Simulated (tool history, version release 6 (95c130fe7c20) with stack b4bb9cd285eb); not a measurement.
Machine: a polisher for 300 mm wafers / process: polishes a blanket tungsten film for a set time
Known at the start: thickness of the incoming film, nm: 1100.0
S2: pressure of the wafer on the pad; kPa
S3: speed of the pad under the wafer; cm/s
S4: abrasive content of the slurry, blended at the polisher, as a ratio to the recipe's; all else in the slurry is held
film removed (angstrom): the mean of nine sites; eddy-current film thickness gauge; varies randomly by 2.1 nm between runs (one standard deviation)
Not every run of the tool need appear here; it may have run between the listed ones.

{"run": 1, "hour": 0.0, "flow of slurry (ml/min)": 310, "S2": 20.7, "S3": 86, "S4": 1.0, "polishing time (s)": 80, "film removed (angstrom)": 3016.8}
{"run": 2, "hour": 8.0, "flow of slurry (ml/min)": 310, "S2": 18.6, "S3": 86, "S4": 1.0, "polishing time (s)": 80, "film removed (angstrom)": 2818.7}
{"run": 3, "hour": 12.3, "flow of slurry (ml/min)": 390, "S2": 18.6, "S3": 86, "S4": 1.0, "polishing time (s)": 80, "film removed (angstrom)": 2783.9}
{"run": 4, "hour": 15.0, "flow of slurry (ml/min)": 390, "S2": 17.2, "S3": 84, "S4": 1.0, "polishing time (s)": 80, "film removed (angstrom)": 2600.0}
{"run": 5, "hour": 17.1, "flow of slurry (ml/min)": 390, "S2": 15.9, "S3": 82, "S4": 1.0, "polishing time (s)": 80, "film removed (angstrom)": 2337.5}
{"run": 6, "hour": 21.3, "flow of slurry (ml/min)": 390, "S2": 15.9, "S3": 82, "S4": 1.0, "polishing time (s)": 80, "film removed (angstrom)": 2316.6}
{"run": 7, "hour": 24.4, "flow of slurry (ml/min)": 390, "S2": 10.3, "S3": 80, "S4": 1.0, "polishing time (s)": 80, "film removed (angstrom)": 1542.5}

Expected results for the next run?
{"run": 8, "hour": 29.7, "flow of slurry (ml/min)": 390, "S2": 10.3, "S3": 80, "S4": 1.0, "polishing time (s)": 80, "film removed (angstrom)": "?"}

{"run 8": {"film removed (angstrom)": 1540.0}}
